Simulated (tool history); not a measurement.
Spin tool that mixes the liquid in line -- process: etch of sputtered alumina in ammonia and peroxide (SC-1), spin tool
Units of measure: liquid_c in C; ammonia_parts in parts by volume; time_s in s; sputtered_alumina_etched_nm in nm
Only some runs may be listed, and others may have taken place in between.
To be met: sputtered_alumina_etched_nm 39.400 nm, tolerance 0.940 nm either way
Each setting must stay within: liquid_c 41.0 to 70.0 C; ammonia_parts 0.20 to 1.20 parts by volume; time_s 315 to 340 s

{"run": 1, "hour": 0.0, "liquid_c": 57.0, "ammonia_parts": 0.7, "time_s": 315, "sputtered_alumina_etched_nm": 32.688}
{"run": 2, "hour": 2.9, "liquid_c": 57.0, "ammonia_parts": 0.5, "time_s": 315, "sputtered_alumina_etched_nm": 31.221}
{"run": 3, "hour": 10.2, "liquid_c": 57.0, "ammonia_parts": 0.5, "time_s": 340, "sputtered_alumina_etched_nm": 33.835}
{"run": 4, "hour": 12.9, "liquid_c": 57.0, "ammonia_parts": 0.5, "time_s": 315, "sputtered_alumina_etched_nm": 31.132}
{"run": 5, "hour": 14.1, "liquid_c": 57.0, "ammonia_parts": 0.5, "time_s": 315, "sputtered_alumina_etched_nm": 31.33}
{"run": 6, "hour": 20.1, "liquid_c": 57.5, "ammonia_parts": 0.5, "time_s": 315, "sputtered_alumina_etched_nm": 32.155}
{"run": 7, "hour": 27.1, "liquid_c": 58.0, "ammonia_parts": 0.5, "time_s": 315, "sputtered_alumina_etched_nm": 32.798}
{"run": 8, "hour": 34.3, "liquid_c": 58.5, "ammonia_parts": 0.5, "time_s": 315, "sputtered_alumina_etched_nm": 33.443}
{"run": 9, "hour": 42.4, "liquid_c": 59.0, "ammonia_parts": 0.5, "time_s": 315, "sputtered_alumina_etched_nm": 34.842}
{"run": 10, "hour": 43.7, "liquid_c": 59.5, "ammonia_parts": 0.5, "time_s": 315, "sputtered_alumina_etched_nm": 36.213}
{"run": 11, "hour": 52.5, "liquid_c": 60.5, "ammonia_parts": 0.5, "time_s": 315, "sputtered_alumina_etched_nm": 37.07}
{"run": 12, "hour": 59.6, "liquid_c": 61.0, "ammonia_parts": 0.5, "time_s": 315, "sputtered_alumina_etched_nm": 37.906}

Next run, 5 choices. One meets every target within its allowed miss, the rest don't. Which?
{"run": "A", "hour": 66.7, "liquid_c": 59.5, "ammonia_parts": 0.6, "time_s": 325, "sputtered_alumina_etched_nm": "?"}
{"run": "B", "hour": 66.7, "liquid_c": 63.5, "ammonia_parts": 0.35, "time_s": 315, "sputtered_alumina_etched_nm": "?"}
{"run": "C", "hour": 66.7, "liquid_c": 60.0, "ammonia_parts": 0.55, "time_s": 340, "sputtered_alumina_etched_nm": "?"}
{"run": "D", "hour": 66.7, "liquid_c": 59.5, "ammonia_parts": 0.7, "time_s": 315, "sputtered_alumina_etched_nm": "?"}
{"run": "E", "hour": 66.7, "liquid_c": 61.0, "ammonia_parts": 0.45, "time_s": 315, "sputtered_alumina_etched_nm": "?"}

move=A sputtered_alumina_etched_nm=37.292
move=B sputtered_alumina_etched_nm=42.093
move=C sputtered_alumina_etched_nm=39.701
move=D sputtered_alumina_etched_nm=36.676
move=E sputtered_alumina_etched_nm=37.985
A: misses by more than the last run did
B: the result that was furthest off in the last run now lies on the other side of its target
C: hits every target within its allowed miss
D: misses by more than the last run did
E: gains on the last run, yet a result remains outside its allowed miss
The move that meets every target is C.
